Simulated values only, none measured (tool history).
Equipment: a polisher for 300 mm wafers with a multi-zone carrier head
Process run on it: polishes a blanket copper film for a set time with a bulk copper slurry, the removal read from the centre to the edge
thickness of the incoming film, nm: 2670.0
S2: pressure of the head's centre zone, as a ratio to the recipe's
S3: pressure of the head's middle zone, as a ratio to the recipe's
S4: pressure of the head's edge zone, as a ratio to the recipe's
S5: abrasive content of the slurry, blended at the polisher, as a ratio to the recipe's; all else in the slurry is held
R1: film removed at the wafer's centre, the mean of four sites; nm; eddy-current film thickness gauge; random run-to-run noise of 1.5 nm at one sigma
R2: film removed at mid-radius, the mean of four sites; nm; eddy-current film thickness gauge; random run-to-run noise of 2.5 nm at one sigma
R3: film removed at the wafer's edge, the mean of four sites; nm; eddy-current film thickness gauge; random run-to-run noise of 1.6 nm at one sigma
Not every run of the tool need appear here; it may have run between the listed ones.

{"run": 1, "hour": 0.0, "flow of slurry (ml/min)": 180, "S2": 1, "S3": 1, "S4": 1, "S5": 1, "polishing time (s)": 45, "R1": 285.9, "R2": 304.92, "R3": 316.8}
{"run": 2, "hour": 2.3, "flow of slurry (ml/min)": 170, "S2": 0.97, "S3": 1, "S4": 0.96, "S5": 0.9, "polishing time (s)": 43, "R1": 259.65, "R2": 293.02, "R3": 289.92}
{"run": 3, "hour": 5.2, "flow of slurry (ml/min)": 160, "S2": 0.94, "S3": 0.98, "S4": 0.94, "S5": 0.8, "polishing time (s)": 42, "R1": 239.48, "R2": 271.13, "R3": 271.53}
{"run": 4, "hour": 12.5, "flow of slurry (ml/min)": 155, "S2": 0.91, "S3": 0.97, "S4": 0.92, "S5": 0.75, "polishing time (s)": 41, "R1": 224.41, "R2": 262.72, "R3": 265.57}
{"hour": 18.0, "done": "centre zone pressure recalibrated"}
{"run": 5, "hour": 18.0, "flow of slurry (ml/min)": 150, "S2": 0.9, "S3": 0.97, "S4": 0.9, "S5": 0.7, "polishing time (s)": 40, "R1": 228.35, "R2": 250.16, "R3": 248.96}
{"run": 6, "hour": 26.3, "flow of slurry (ml/min)": 150, "S2": 0.9, "S3": 0.97, "S4": 0.96, "S5": 0.7, "polishing time (s)": 40, "R1": 226.42, "R2": 249.66, "R3": 257.28}
{"run": 7, "hour": 27.1, "flow of slurry (ml/min)": 150, "S2": 0.88, "S3": 0.97, "S4": 0.93, "S5": 0.7, "polishing time (s)": 39, "R1": 216.41, "R2": 243.97, "R3": 245.16}
{"run": 8, "hour": 33.6, "flow of slurry (ml/min)": 145, "S2": 0.86, "S3": 0.98, "S4": 0.93, "S5": 0.75, "polishing time (s)": 38, "R1": 208.1, "R2": 239.04, "R3": 242.34}
{"run": 9, "hour": 38.0, "flow of slurry (ml/min)": 145, "S2": 0.85, "S3": 1, "S4": 0.93, "S5": 0.8, "polishing time (s)": 37, "R1": 201.56, "R2": 242.07, "R3": 236.91}
{"run": 10, "hour": 43.0, "flow of slurry (ml/min)": 140, "S2": 0.84, "S3": 1, "S4": 0.93, "S5": 0.8, "polishing time (s)": 37, "R1": 196.5, "R2": 241.06, "R3": 235.37}
{"run": 11, "hour": 44.6, "flow of slurry (ml/min)": 135, "S2": 0.83, "S3": 1, "S4": 0.92, "S5": 0.8, "polishing time (s)": 37, "R1": 195.12, "R2": 236.84, "R3": 232.87}

The next listed run, before its measurement:
{"run": 12, "hour": 48.9, "flow of slurry (ml/min)": 130, "S2": 0.83, "S3": 1, "S4": 0.92, "S5": 0.8, "polishing time (s)": 37, "R1": "?", "R2": "?", "R3": "?"}

R1: 193.98 nm
R2: 234.85 nm
R3: 233.83 nm
